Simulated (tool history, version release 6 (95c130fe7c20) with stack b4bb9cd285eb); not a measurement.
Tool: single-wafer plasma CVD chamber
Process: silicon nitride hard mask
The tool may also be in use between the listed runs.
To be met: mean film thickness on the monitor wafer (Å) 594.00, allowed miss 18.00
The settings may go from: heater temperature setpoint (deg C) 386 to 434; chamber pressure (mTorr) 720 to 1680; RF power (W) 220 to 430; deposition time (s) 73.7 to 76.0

run	hour	heater temperature setpoint (deg C)	chamber pressure (mTorr)	RF power (W)	deposition time (s)	mean film thickness on the monitor wafer (Å)
1	0.0	410	1200	325	73.7	781.69
2	1.4	405	1200	325	73.7	781.14
3	3.6	405	1060	325	73.7	754.21
4	6.0	405	1000	305	73.7	712.07
5	10.2	405	950	290	73.7	685.63
6	11.4	405	910	280	73.7	652.45
7	15.1	405	880	275	73.7	642.18
8	22.8	405	850	270	73.7	618.79
9	26.7	405	830	270	73.7	622.17

Which of these 5 next moves meets every target?
A	30.6	414	780	280	76.0	?
B	30.6	408	860	280	73.7	?
C	30.6	404	840	260	76.0	?
D	30.6	401	780	270	76.0	?
E	30.6	409	810	265	73.7	?

move	mean film thickness on the monitor wafer (Å)
A	633.16
B	640.24
C	626.37
D	623.45
E	604.39
A: further off than the last run
B: further off than the last run
C: further off than the last run
D: as far off as the last run
E: meets every target
The right move is E.
